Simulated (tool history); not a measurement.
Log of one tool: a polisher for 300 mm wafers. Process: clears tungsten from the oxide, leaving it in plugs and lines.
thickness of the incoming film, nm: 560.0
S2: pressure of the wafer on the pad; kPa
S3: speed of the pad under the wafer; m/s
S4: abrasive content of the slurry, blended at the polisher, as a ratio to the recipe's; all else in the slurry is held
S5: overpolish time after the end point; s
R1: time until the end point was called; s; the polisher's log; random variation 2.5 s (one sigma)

Run 1, hour 0.0: flow of slurry (ml/min) 190, S2 32.4 kPa, S3 1.12 m/s, S4 1.0, S5 42 s. Result: R1 86.987 s.
Run 2, hour 6.5: flow of slurry (ml/min) 190, S2 32.4 kPa, S3 1.12 m/s, S4 1.2, S5 42 s. Result: R1 85.275 s.
Run 3, hour 11.5: flow of slurry (ml/min) 190, S2 30.3 kPa, S3 1.10 m/s, S4 1.2, S5 42 s. Result: R1 91.989 s.
Run 4, hour 14.1: flow of slurry (ml/min) 190, S2 28.3 kPa, S3 1.08 m/s, S4 1.2, S5 42 s. Result: R1 94.860 s.
Run 5, hour 15.5: flow of slurry (ml/min) 190, S2 26.2 kPa, S3 1.02 m/s, S4 1.2, S5 42 s. Result: R1 110.860 s.
Run 6, hour 19.6: flow of slurry (ml/min) 190, S2 26.2 kPa, S3 1.24 m/s, S4 1.2, S5 42 s. Result: R1 91.649 s.
Run 7, hour 24.8: flow of slurry (ml/min) 190, S2 24.8 kPa, S3 1.20 m/s, S4 1.2, S5 42 s. Result: R1 98.636 s.

Forecast run 8:
Run 8, hour 33.5: flow of slurry (ml/min) 190, S2 23.4 kPa, S3 1.16 m/s, S4 1.2, S5 42 s. Result: R1 ?.

Run 8 gave R1 105.690 s.
